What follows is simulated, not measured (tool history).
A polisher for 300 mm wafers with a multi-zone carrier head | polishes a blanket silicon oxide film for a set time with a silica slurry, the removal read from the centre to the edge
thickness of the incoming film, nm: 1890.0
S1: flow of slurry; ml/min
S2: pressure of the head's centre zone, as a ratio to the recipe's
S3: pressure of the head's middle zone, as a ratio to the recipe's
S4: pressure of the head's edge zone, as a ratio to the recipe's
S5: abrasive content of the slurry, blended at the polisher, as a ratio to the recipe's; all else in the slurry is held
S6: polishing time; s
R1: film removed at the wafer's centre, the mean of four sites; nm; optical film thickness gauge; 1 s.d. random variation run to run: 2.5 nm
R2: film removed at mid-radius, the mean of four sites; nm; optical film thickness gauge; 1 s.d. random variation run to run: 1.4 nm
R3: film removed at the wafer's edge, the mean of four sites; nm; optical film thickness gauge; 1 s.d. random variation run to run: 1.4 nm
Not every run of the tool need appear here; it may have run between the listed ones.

run,hour,S1,S2,S3,S4,S5,S6,R1,R2,R3
1,0.0,280,1.00,1.00,1.00,1.00,62,236.90,238.12,249.35
2,3.6,280,1.00,0.97,1.00,1.00,62,232.32,235.67,245.20
3,8.5,290,1.01,0.98,0.98,0.95,61,229.04,223.46,231.97
4,13.1,295,1.01,1.00,0.96,0.90,61,227.54,224.65,228.71
5,16.7,295,1.01,0.95,0.96,0.90,61,222.86,212.70,223.78
# hour 24.9: slurry nozzle cleaned
6,24.9,295,1.01,0.95,0.96,0.90,52,196.49,185.35,198.08

Run 7, settings as shown, results not yet in. Your forecast:
7,31.8,295,1.01,0.97,0.94,0.85,52,?,?,?

Run 7 yielded R1 188.70 nm, R2 183.92 nm, R3 186.32 nm.
